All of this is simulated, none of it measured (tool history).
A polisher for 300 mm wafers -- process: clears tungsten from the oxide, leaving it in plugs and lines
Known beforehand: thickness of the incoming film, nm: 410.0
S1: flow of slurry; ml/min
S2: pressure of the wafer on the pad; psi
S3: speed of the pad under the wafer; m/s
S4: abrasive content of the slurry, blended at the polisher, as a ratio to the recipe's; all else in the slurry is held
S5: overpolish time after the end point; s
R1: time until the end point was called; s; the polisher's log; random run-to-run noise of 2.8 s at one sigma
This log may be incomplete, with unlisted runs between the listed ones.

run 1 hour=0 | S1=230 S2=3.5 S3=0.9 S4=1 S5=44 | R1=97.686
run 2 hour=8.2 | S1=230 S2=3.5 S3=0.9 S4=0.9 S5=44 | R1=106.08
run 3 hour=10.8 | S1=230 S2=3.3 S3=0.9 S4=0.9 S5=44 | R1=111.19
run 4 hour=13.7 | S1=230 S2=3.2 S3=0.9 S4=0.9 S5=44 | R1=113.23
run 5 hour=19 | S1=230 S2=3.2 S3=0.9 S4=0.9 S5=44 | R1=113.07
run 6 hour=19.6 | S1=230 S2=3.2 S3=0.9 S4=0.75 S5=44 | R1=121.18

Expected results for the next run?
run 7 hour=25.7 | S1=230 S2=3.1 S3=0.9 S4=0.75 S5=44 | R1=?

R1: 128.08 s
